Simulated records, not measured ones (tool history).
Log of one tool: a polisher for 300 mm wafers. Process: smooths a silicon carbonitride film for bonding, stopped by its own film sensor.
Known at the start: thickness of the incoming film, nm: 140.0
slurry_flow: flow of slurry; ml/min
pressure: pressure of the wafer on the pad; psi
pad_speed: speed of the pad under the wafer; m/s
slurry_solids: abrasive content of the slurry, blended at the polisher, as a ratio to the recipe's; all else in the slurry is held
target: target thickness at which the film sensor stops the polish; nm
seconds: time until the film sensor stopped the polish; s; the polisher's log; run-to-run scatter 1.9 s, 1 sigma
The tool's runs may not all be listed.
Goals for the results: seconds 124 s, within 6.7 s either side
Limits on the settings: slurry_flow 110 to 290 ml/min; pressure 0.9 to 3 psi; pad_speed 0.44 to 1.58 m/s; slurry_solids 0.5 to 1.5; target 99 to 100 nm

run  hour  slurry_flow  pressure  pad_speed  slurry_solids  target  seconds
  1     0          185       1.9          1              1     100    191.7
  2     6          185       2.3          1              1     100   158.94
  3  12.4          185       2.3          1           0.85     100   160.95
  4  15.3          185         2          1           0.85     100   186.79
  5  19.4          185         2       0.78           0.85     100    229.9
  6    20          185         2       0.78           0.95     100   227.85
  7  26.7          185       2.2        0.8           0.95     100    199.9
  8  28.4          185       2.4       0.82           0.95     100   174.72
  9  33.4          185       2.4       0.82           0.95     100   184.69
 10  38.9          185       2.5       0.84           0.95     100    167.6
 11  44.1          185       2.6       0.86           0.95     100   160.89
 12  53.1          185       2.7       0.88           0.95     100   151.29
 13  55.3          185       2.8        0.9           0.95     100    143.9
     56.6  -- slurry nozzle cleaned
 14  56.6          185       2.8       0.92           0.95     100   135.12

Which single option among these 4 for the next run brings every result within its allowed miss of target? Just one does.
  A  57.9          165         3        1.1            0.9     100        ?
  B  57.9          180         3       0.92              1     100        ?
  C  57.9          185       2.9       0.88            0.8     100        ?
  D  57.9          195       2.7       0.96           0.95     100        ?

move  seconds
   A   111.53
   B   122.96
   C   140.99
   D   132.59
A: takes the biggest miss from the last run beyond its target
B: hits every target within its allowed miss
C: further off than the last run
D: nearer the targets than the last run, but a result is still out of spec
The right move is B.

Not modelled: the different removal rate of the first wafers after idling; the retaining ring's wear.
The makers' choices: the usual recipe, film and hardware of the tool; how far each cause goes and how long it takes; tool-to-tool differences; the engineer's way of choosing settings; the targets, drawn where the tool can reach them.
